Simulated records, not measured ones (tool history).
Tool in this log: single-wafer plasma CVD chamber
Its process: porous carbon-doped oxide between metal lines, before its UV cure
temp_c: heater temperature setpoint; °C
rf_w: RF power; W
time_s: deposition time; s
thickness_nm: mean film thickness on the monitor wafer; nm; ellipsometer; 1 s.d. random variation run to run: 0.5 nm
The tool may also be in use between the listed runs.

run,hour,temp_c,rf_w,time_s,thickness_nm
1,0,305,400,26.3,117.78
2,3.5,305,440,26.3,124.57
3,6.9,303,445,26.3,126.81
4,7.7,303,445,26.3,125.7
5,8.3,303,445,26.3,126.37
6,15,303,420,26.3,123.44

For run 7, what comes out?
7,20.9,301,425,26.3,?

thickness_nm: 124.52 nm

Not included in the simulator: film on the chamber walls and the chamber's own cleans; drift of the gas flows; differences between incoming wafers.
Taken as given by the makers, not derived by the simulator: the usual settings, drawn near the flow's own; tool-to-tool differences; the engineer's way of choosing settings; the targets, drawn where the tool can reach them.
